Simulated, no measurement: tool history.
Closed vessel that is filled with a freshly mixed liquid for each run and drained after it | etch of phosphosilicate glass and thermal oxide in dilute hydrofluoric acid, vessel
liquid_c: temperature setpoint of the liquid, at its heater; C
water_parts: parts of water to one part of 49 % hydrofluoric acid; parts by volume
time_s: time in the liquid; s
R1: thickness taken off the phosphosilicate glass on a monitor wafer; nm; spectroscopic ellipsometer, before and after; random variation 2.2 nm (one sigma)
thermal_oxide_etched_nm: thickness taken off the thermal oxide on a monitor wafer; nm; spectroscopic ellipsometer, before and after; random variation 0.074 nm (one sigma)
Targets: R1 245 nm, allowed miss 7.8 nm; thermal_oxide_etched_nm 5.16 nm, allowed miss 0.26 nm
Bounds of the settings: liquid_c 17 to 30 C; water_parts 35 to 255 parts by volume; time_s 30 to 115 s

Run 1, hour 0: liquid_c 22 C, water_parts 145 parts by volume, time_s 60 s. Result: R1 81.524 nm, thermal_oxide_etched_nm 1.7792 nm.
Run 2, hour 3.5: liquid_c 20 C, water_parts 145 parts by volume, time_s 60 s. Result: R1 77.606 nm, thermal_oxide_etched_nm 1.5876 nm.
Run 3, hour 10.8: liquid_c 20 C, water_parts 145 parts by volume, time_s 75 s. Result: R1 96.292 nm, thermal_oxide_etched_nm 2.03 nm.
Run 4, hour 12.6: liquid_c 20 C, water_parts 145 parts by volume, time_s 85 s. Result: R1 109.33 nm, thermal_oxide_etched_nm 2.3193 nm.
Run 5, hour 18.1: liquid_c 20.5 C, water_parts 125 parts by volume, time_s 85 s. Result: R1 129.23 nm, thermal_oxide_etched_nm 2.7464 nm.
Run 6, hour 23.8: liquid_c 22.5 C, water_parts 125 parts by volume, time_s 85 s. Result: R1 142.35 nm, thermal_oxide_etched_nm 2.9894 nm.
Run 7, hour 29.7: liquid_c 24 C, water_parts 115 parts by volume, time_s 85 s. Result: R1 162.42 nm, thermal_oxide_etched_nm 3.5046 nm.
Run 8, hour 37.1: liquid_c 25 C, water_parts 105 parts by volume, time_s 85 s. Result: R1 188.39 nm, thermal_oxide_etched_nm 4.0241 nm.
Run 9, hour 45.9: liquid_c 26 C, water_parts 105 parts by volume, time_s 85 s. Result: R1 197.06 nm, thermal_oxide_etched_nm 4.1424 nm.
Run 10, hour 50.9: liquid_c 27 C, water_parts 105 parts by volume, time_s 85 s. Result: R1 207.67 nm, thermal_oxide_etched_nm 4.2638 nm.
Run 11, hour 54.9: liquid_c 27.5 C, water_parts 100 parts by volume, time_s 85 s. Result: R1 218.53 nm, thermal_oxide_etched_nm 4.6798 nm.
Run 12, hour 60.8: liquid_c 27.5 C, water_parts 100 parts by volume, time_s 85 s. Result: R1 219.27 nm, thermal_oxide_etched_nm 4.5651 nm.
Run 13, hour 67.1: liquid_c 28 C, water_parts 100 parts by volume, time_s 85 s. Result: R1 224.13 nm, thermal_oxide_etched_nm 4.7667 nm.
Run 14, hour 71.3: liquid_c 28.5 C, water_parts 100 parts by volume, time_s 85 s. Result: R1 228.07 nm, thermal_oxide_etched_nm 4.8205 nm.
Run 15, hour 77.5: liquid_c 29 C, water_parts 100 parts by volume, time_s 85 s. Result: R1 229.72 nm, thermal_oxide_etched_nm 4.9676 nm.

Which of these 4 next moves meets every target?
Run A, hour 83.7: liquid_c 26 C, water_parts 100 parts by volume, time_s 110 s. Result: R1 ?, thermal_oxide_etched_nm ?.
Run B, hour 83.7: liquid_c 25 C, water_parts 60 parts by volume, time_s 65 s. Result: R1 ?, thermal_oxide_etched_nm ?.
Run C, hour 83.7: liquid_c 28.5 C, water_parts 110 parts by volume, time_s 90 s. Result: R1 ?, thermal_oxide_etched_nm ?.
Run D, hour 83.7: liquid_c 27 C, water_parts 70 parts by volume, time_s 65 s. Result: R1 ?, thermal_oxide_etched_nm ?.

move      R1  thermal_oxide_etched_nm
   A  270.57                   5.6011
   B  268.69                   5.5623
   C  218.97                    4.533
   D   246.5                   5.1028
A: takes the result that was furthest off past its target
B: takes the result that was furthest off past its target
C: further off than the last run
D: meets every target
Answer: D
